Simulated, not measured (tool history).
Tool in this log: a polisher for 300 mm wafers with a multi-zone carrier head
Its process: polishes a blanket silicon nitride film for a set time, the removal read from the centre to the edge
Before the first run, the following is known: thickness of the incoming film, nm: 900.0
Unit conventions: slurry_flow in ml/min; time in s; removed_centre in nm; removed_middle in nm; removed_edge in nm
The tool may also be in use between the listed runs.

run 1 hour=0 | slurry_flow=180 centre_zone=1 middle_zone=1 edge_zone=1 time=78 | removed_centre=172.56 removed_middle=178.59 removed_edge=172.72
run 2 hour=8.7 | slurry_flow=180 centre_zone=0.94 middle_zone=1 edge_zone=1 time=78 | removed_centre=163.53 removed_middle=171.73 removed_edge=173.1
run 3 hour=15.7 | slurry_flow=180 centre_zone=0.94 middle_zone=0.93 edge_zone=1 time=78 | removed_centre=163.67 removed_middle=162.85 removed_edge=171.56
run 4 hour=20.5 | slurry_flow=190 centre_zone=0.93 middle_zone=0.97 edge_zone=1.03 time=78 | removed_centre=164.3 removed_middle=167.14 removed_edge=178.5
run 5 hour=26.9 | slurry_flow=220 centre_zone=0.93 middle_zone=0.97 edge_zone=1.03 time=78 | removed_centre=168.1 removed_middle=175.56 removed_edge=179.27
run 6 hour=28.8 | slurry_flow=220 centre_zone=0.93 middle_zone=0.93 edge_zone=1.03 time=78 | removed_centre=169.11 removed_middle=168.05 removed_edge=181.01
-- hour=31.8 worn pad replaced by a new one
run 7 hour=31.8 | slurry_flow=225 centre_zone=0.92 middle_zone=0.96 edge_zone=1.04 time=78 | removed_centre=188.12 removed_middle=191.83 removed_edge=202.44
run 8 hour=32.9 | slurry_flow=220 centre_zone=0.89 middle_zone=0.98 edge_zone=1.03 time=78 | removed_centre=182.79 removed_middle=198.26 removed_edge=199.7

For run 9, what comes out?
run 9 hour=34.8 | slurry_flow=215 centre_zone=0.87 middle_zone=0.98 edge_zone=1.03 time=77 | removed_centre=? removed_middle=? removed_edge=?

Run 9 came out at removed_centre 175.34 nm, removed_middle 193.69 nm, removed_edge 202.14 nm.
